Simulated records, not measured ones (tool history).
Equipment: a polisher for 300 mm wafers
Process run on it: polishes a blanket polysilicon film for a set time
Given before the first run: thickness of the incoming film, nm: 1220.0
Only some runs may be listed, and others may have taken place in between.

run	hour	flow of slurry (ml/min)	pressure of the wafer on the pad (psi)	speed of the pad under the wafer (cm/s)	polishing time (s)	film removed (Å)
1	0.0	220	3.1	76	39	2905.7
2	6.0	220	3.8	76	39	3565.3
3	10.6	220	3.8	76	39	3580.5
4	17.6	220	3.1	74	39	2924.1
5	21.5	195	3.1	74	39	2919.3
6	25.0	195	2.6	70	39	2356.2
7	33.2	195	2.2	68	39	1861.5
8	36.6	195	2.1	68	39	1828.8
9	39.9	195	2.0	68	39	1772.1
10	41.6	195	1.9	68	39	1689.1

Run 11 is up next; what results do you expect?
11	45.0	195	1.7	68	39	?

film removed (Å): 1490.2

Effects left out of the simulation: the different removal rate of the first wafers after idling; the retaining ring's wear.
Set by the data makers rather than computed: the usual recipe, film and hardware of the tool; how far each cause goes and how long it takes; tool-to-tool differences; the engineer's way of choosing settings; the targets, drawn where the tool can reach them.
